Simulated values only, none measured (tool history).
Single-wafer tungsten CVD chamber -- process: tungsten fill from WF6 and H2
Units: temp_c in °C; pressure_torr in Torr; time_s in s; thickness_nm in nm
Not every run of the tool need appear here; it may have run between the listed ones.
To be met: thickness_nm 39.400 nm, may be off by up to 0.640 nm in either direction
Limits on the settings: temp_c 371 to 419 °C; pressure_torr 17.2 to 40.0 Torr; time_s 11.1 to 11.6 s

{"run": 1, "hour": 0.0, "temp_c": 395, "pressure_torr": 28.6, "time_s": 11.6, "thickness_nm": 29.274}
{"run": 2, "hour": 6.1, "temp_c": 385, "pressure_torr": 28.6, "time_s": 11.6, "thickness_nm": 24.614}
{"run": 3, "hour": 11.2, "temp_c": 385, "pressure_torr": 28.6, "time_s": 11.6, "thickness_nm": 24.672}
{"run": 4, "hour": 15.8, "temp_c": 393, "pressure_torr": 28.6, "time_s": 11.6, "thickness_nm": 28.448}
{"run": 5, "hour": 20.4, "temp_c": 393, "pressure_torr": 24.8, "time_s": 11.6, "thickness_nm": 26.312}
{"run": 6, "hour": 25.1, "temp_c": 393, "pressure_torr": 21.6, "time_s": 11.6, "thickness_nm": 24.618}
{"run": 7, "hour": 30.6, "temp_c": 402, "pressure_torr": 21.9, "time_s": 11.6, "thickness_nm": 28.732}
{"run": 8, "hour": 37.5, "temp_c": 408, "pressure_torr": 22.5, "time_s": 11.6, "thickness_nm": 32.043}

Consider the 5 candidate settings below. Which is the only one whose results all fall within their allowed miss of target?
{"run": "A", "hour": 44.4, "temp_c": 419, "pressure_torr": 24.6, "time_s": 11.6, "thickness_nm": "?"}
{"run": "B", "hour": 44.4, "temp_c": 413, "pressure_torr": 26.9, "time_s": 11.6, "thickness_nm": "?"}
{"run": "C", "hour": 44.4, "temp_c": 417, "pressure_torr": 23.4, "time_s": 11.6, "thickness_nm": "?"}
{"run": "D", "hour": 44.4, "temp_c": 394, "pressure_torr": 20.8, "time_s": 11.1, "thickness_nm": "?"}
{"run": "E", "hour": 44.4, "temp_c": 411, "pressure_torr": 27.9, "time_s": 11.6, "thickness_nm": "?"}

move=A thickness_nm=39.381
move=B thickness_nm=37.740
move=C thickness_nm=37.361
move=D thickness_nm=23.625
move=E thickness_nm=37.283
A: every result lands within tolerance
B: gains on the last run, yet a result remains outside its allowed miss
C: gains on the last run, yet a result remains outside its allowed miss
D: the biggest miss grows against the last run
E: gains on the last run, yet a result remains outside its allowed miss
Move A is the one to make.

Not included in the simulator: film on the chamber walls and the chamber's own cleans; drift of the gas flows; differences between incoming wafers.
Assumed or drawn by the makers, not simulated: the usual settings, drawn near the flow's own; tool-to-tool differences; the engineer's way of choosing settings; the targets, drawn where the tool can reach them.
